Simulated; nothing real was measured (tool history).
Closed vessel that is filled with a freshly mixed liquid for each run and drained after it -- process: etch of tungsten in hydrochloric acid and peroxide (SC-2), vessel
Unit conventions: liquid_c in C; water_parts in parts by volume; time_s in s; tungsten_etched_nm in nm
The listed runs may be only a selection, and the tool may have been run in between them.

run	hour	liquid_c	water_parts	time_s	tungsten_etched_nm
1	0	59	6	90	46.605
2	2.8	59	6	90	46.478
3	8.7	59	7.5	90	38.898
4	17.1	59	9	90	33.858
5	22.3	57.5	9	90	30.966
6	25	57.5	8	90	34.138
7	33.9	56	8	90	30.866

Run 8 comes next. What will it give?
8	39.8	56	8	90	?

{"run 8": {"tungsten_etched_nm": 30.724}}

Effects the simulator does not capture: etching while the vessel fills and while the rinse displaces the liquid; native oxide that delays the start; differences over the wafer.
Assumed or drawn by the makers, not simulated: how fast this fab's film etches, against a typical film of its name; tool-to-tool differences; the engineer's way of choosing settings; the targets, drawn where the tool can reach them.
